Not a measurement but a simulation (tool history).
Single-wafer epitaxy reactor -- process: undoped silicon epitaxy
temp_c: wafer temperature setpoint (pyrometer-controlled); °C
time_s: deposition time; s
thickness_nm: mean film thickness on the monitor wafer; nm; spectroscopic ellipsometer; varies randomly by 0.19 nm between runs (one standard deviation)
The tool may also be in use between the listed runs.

| run | hour | temp_c | time_s | thickness_nm |
|---|---|---|---|---|
| 1 | 0 | 630 | 481 | 50.653 |
| 2 | 2.1 | 636 | 481 | 58.498 |
| 3 | 4.5 | 636 | 526 | 63.903 |
| 4 | 6 | 633 | 526 | 59.496 |
| 5 | 8.5 | 630 | 526 | 54.714 |
| 6 | 12.9 | 640 | 526 | 70.963 |
| 7 | 19 | 637 | 526 | 65.283 |

Run 8 comes next. What will it give?
| 8 | 20.3 | 634 | 526 | ? |

Run 8 yielded thickness_nm 60.738 nm.
